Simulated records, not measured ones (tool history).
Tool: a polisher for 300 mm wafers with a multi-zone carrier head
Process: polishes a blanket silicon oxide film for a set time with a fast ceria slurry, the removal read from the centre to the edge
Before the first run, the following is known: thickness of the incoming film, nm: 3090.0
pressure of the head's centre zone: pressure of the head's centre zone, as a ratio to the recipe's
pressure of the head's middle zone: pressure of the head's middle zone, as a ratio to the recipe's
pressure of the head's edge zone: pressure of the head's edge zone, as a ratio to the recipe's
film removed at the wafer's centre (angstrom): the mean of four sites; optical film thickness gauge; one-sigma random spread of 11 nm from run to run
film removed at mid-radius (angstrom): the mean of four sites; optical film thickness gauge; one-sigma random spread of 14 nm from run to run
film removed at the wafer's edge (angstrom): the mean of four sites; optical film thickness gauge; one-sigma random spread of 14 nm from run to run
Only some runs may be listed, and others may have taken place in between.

run,day,flow of slurry (ml/min),pressure of the head's centre zone,pressure of the head's middle zone,pressure of the head's edge zone,polishing time (s),film removed at the wafer's centre (angstrom),film removed at mid-radius (angstrom),film removed at the wafer's edge (angstrom)
1,0,235,1,1,1,64,11563,11208,10550
2,0.233,235,1,1,0.95,64,11285,11406,10340
3,0.433,220,0.96,0.99,0.96,63,10816,11386,10103
4,0.483,235,0.92,0.99,1.01,60,9938.6,10601,9882.1
5,0.671,235,0.89,0.99,1.04,59,9646.8,10488,9967.2
6,0.912,235,0.97,0.99,1.04,59,10296,10386,10126
7,1.242,230,0.93,0.99,1.06,58,9691.1,10388,9892

Forecast run 8:
8,1.271,230,0.9,0.98,1.08,58,?,?,?

{"run 8": {"film removed at the wafer's centre (angstrom)": 9343.2, "film removed at mid-radius (angstrom)": 10302, "film removed at the wafer's edge (angstrom)": 9773.9}}
